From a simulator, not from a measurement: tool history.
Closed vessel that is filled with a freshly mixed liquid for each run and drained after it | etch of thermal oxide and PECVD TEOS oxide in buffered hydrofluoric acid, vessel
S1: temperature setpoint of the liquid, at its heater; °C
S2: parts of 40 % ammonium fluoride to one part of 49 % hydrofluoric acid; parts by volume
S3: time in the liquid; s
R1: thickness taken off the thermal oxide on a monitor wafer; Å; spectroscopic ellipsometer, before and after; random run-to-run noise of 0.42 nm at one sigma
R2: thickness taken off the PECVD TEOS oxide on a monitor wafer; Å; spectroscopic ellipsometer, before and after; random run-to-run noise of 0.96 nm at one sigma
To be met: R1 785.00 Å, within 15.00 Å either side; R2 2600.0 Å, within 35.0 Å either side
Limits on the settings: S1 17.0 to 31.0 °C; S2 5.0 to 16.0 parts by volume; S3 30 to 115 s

run	hour	S1	S2	S3	R1	R2
1	0.0	23.0	9.5	60	589.75	1935.2
2	4.2	20.5	9.5	60	506.90	1678.3
3	11.6	22.5	9.5	60	567.53	1884.4
4	16.5	24.0	9.5	60	615.73	2036.0
5	22.8	24.0	11.5	60	514.05	1698.9
6	26.7	25.0	11.5	60	542.29	1787.1
7	30.5	26.5	11.5	60	587.91	1938.6
8	39.4	27.5	11.5	60	619.26	2039.0
# hour 46.1: hydrofluoric acid flow meter replaced
9	46.1	28.5	11.5	60	730.95	2434.4
10	51.9	29.0	11.5	60	758.75	2498.7
11	54.0	29.5	11.5	60	783.21	2560.7

Exactly one of the 5 candidate moves below puts every result within its allowed miss. Which one?
A	56.1	26.5	8.5	55	?	?
B	56.1	23.5	15.0	105	?	?
C	56.1	22.0	10.5	80	?	?
D	56.1	28.5	13.0	70	?	?
E	56.1	23.0	14.5	105	?	?

move	R1	R2
A	787.35	2599.4
B	756.03	2496.0
C	751.96	2482.6
D	759.33	2506.9
E	760.48	2510.7
A: each result inside its tolerance
B: lands further from the targets than the last run did
C: lands further from the targets than the last run did
D: lands further from the targets than the last run did
E: lands further from the targets than the last run did
Answer: A
